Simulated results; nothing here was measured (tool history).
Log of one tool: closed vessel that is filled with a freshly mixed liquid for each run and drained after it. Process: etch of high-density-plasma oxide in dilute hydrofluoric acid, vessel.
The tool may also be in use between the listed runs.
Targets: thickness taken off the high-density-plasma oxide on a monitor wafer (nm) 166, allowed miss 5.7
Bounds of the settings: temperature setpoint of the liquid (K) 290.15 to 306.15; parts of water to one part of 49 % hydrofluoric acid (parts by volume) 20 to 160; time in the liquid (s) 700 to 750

run,day,temperature setpoint of the liquid (K),parts of water to one part of 49 % hydrofluoric acid (parts by volume),time in the liquid (s),thickness taken off the high-density-plasma oxide on a monitor wafer (nm)
1,0,298.15,90,700,52.98
2,0.054,299.15,80,700,62.467
3,0.325,299.15,80,750,66.333
4,0.496,299.15,80,750,68.778
5,0.596,302.15,80,750,75.317
6,0.95,302.15,105,750,55.557
7,1.079,302.65,90,750,68.031
8,1.146,303.15,80,750,79.527

Which of these 4 next moves meets every target?
A,1.212,304.65,45,750,?
B,1.212,306.15,40,725,?
C,1.212,303.65,40,735,?
D,1.212,304.65,35,750,?

move,thickness taken off the high-density-plasma oxide on a monitor wafer (nm)
A,158.47
B,184.24
C,169.25
D,206.99
A: nearer than the last run, and not there yet
B: takes the result that was furthest off past its target
C: meets every target
D: takes the result that was furthest off past its target
The right move is C.

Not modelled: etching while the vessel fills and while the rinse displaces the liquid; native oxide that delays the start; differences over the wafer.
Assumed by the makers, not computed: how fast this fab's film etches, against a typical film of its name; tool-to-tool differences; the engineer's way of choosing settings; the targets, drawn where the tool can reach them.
